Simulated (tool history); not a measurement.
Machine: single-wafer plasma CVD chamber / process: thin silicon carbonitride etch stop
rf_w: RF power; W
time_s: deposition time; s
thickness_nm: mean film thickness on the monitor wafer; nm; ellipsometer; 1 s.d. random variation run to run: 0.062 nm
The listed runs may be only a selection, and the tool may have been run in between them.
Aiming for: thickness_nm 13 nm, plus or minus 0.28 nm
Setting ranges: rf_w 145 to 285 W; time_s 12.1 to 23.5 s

| run | hour | rf_w | time_s | thickness_nm |
|---|---|---|---|---|
| 1 | 0 | 215 | 17.8 | 10.406 |
| 2 | 0.9 | 215 | 16 | 9.2259 |
| 3 | 1.9 | 235 | 16 | 9.504 |
| 4 | 2.9 | 240 | 16.6 | 9.8141 |
| 5 | 11.7 | 210 | 16.6 | 9.4742 |
| 6 | 13.7 | 210 | 15.6 | 8.936 |
| 7 | 15.2 | 215 | 16.3 | 9.3605 |
| 8 | 23 | 220 | 16.8 | 9.8663 |
| 9 | 27.4 | 225 | 17.2 | 10.072 |
| 10 | 35.6 | 230 | 17.6 | 10.325 |
| 11 | 40.6 | 235 | 18 | 10.705 |
| 12 | 48.5 | 240 | 18.3 | 10.884 |

Pick the move, out of 5, that brings all results within their allowed miss; only one does.
| A | 56.4 | 215 | 23.3 | ? |
| B | 56.4 | 220 | 17.2 | ? |
| C | 56.4 | 260 | 19.3 | ? |
| D | 56.4 | 215 | 20.1 | ? |
| E | 56.4 | 235 | 21.8 | ? |

| move | thickness_nm |
|---|---|
| A | 13.559 |
| B | 10.067 |
| C | 11.787 |
| D | 11.697 |
| E | 12.974 |
A: moves the result that the last run missed by most past its target, out the other side
B: lands further from the targets than the last run did
C: better than the last run, though not everything is in spec
D: better than the last run, though not everything is in spec
E: every result lands within tolerance
Move E is the one to make.

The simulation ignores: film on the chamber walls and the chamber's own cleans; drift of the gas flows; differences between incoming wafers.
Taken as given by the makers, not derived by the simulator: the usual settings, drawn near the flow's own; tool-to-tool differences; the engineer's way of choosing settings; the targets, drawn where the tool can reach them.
